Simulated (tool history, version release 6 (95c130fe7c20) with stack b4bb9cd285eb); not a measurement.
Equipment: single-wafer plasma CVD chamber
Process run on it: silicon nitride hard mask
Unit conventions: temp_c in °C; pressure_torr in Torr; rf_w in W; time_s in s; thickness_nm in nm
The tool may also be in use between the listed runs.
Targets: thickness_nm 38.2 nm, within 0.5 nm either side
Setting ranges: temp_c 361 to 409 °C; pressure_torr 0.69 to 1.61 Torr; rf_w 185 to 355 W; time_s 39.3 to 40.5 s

Run 1, day 0: temp_c 385 °C, pressure_torr 1.15 Torr, rf_w 270 W, time_s 39.3 s. Result: thickness_nm 34.276 nm.
Run 2, day 0.3: temp_c 385 °C, pressure_torr 1.15 Torr, rf_w 245 W, time_s 39.3 s. Result: thickness_nm 31.808 nm.
Run 3, day 0.662: temp_c 385 °C, pressure_torr 1.15 Torr, rf_w 215 W, time_s 39.3 s. Result: thickness_nm 28.315 nm.
Run 4, day 0.971: temp_c 385 °C, pressure_torr 1.08 Torr, rf_w 215 W, time_s 39.3 s. Result: thickness_nm 27.85 nm.
Run 5, day 1.212: temp_c 385 °C, pressure_torr 1.08 Torr, rf_w 215 W, time_s 40.5 s. Result: thickness_nm 28.927 nm.
Run 6, day 1.354: temp_c 385 °C, pressure_torr 1.2 Torr, rf_w 225 W, time_s 40.5 s. Result: thickness_nm 30.661 nm.
Run 7, day 1.596: temp_c 385 °C, pressure_torr 1.29 Torr, rf_w 235 W, time_s 40.5 s. Result: thickness_nm 32.559 nm.
Run 8, day 1.721: temp_c 385 °C, pressure_torr 1.36 Torr, rf_w 240 W, time_s 40.5 s. Result: thickness_nm 33.327 nm.
Run 9, day 1.975: temp_c 385 °C, pressure_torr 1.41 Torr, rf_w 245 W, time_s 40.5 s. Result: thickness_nm 34.493 nm.
Run 10, day 2.029: temp_c 385 °C, pressure_torr 1.45 Torr, rf_w 250 W, time_s 40.5 s. Result: thickness_nm 35.08 nm.
Run 11, day 2.288: temp_c 385 °C, pressure_torr 1.48 Torr, rf_w 255 W, time_s 40.5 s. Result: thickness_nm 35.76 nm.
Run 12, day 2.362: temp_c 385 °C, pressure_torr 1.51 Torr, rf_w 260 W, time_s 40.5 s. Result: thickness_nm 36.709 nm.
Run 13, day 2.65: temp_c 385 °C, pressure_torr 1.53 Torr, rf_w 260 W, time_s 40.5 s. Result: thickness_nm 36.604 nm.
Run 14, day 2.788: temp_c 385 °C, pressure_torr 1.55 Torr, rf_w 260 W, time_s 40.5 s. Result: thickness_nm 36.714 nm.
Run 15, day 3.062: temp_c 385 °C, pressure_torr 1.56 Torr, rf_w 260 W, time_s 40.5 s. Result: thickness_nm 36.98 nm.
Run 16, day 3.133: temp_c 385 °C, pressure_torr 1.57 Torr, rf_w 260 W, time_s 40.5 s. Result: thickness_nm 36.778 nm.
Run 17, day 3.229: temp_c 385 °C, pressure_torr 1.61 Torr, rf_w 275 W, time_s 40.5 s. Result: thickness_nm 38.923 nm.
Run 18, day 3.429: temp_c 385 °C, pressure_torr 1.59 Torr, rf_w 275 W, time_s 40.5 s. Result: thickness_nm 38.92 nm.

Of the 5 settings listed for the next run, only one would bring every result within its allowed miss of target. Which one?
Run A, day 3.629: temp_c 383 °C, pressure_torr 1.61 Torr, rf_w 290 W, time_s 40.1 s. Result: thickness_nm ?.
Run B, day 3.629: temp_c 393 °C, pressure_torr 1.56 Torr, rf_w 295 W, time_s 39.7 s. Result: thickness_nm ?.
Run C, day 3.629: temp_c 383 °C, pressure_torr 1.56 Torr, rf_w 285 W, time_s 40 s. Result: thickness_nm ?.
Run D, day 3.629: temp_c 379 °C, pressure_torr 1.61 Torr, rf_w 270 W, time_s 40.1 s. Result: thickness_nm ?.
Run E, day 3.629: temp_c 388 °C, pressure_torr 1.61 Torr, rf_w 280 W, time_s 40.1 s. Result: thickness_nm ?.

move  thickness_nm
   A        40.335
   B        40.009
   C        39.398
   D        38.209
   E        39.185
A: its largest miss is bigger than the last run's
B: its largest miss is bigger than the last run's
C: its largest miss is bigger than the last run's
D: hits every target within its allowed miss
E: its largest miss is bigger than the last run's
Answer: D
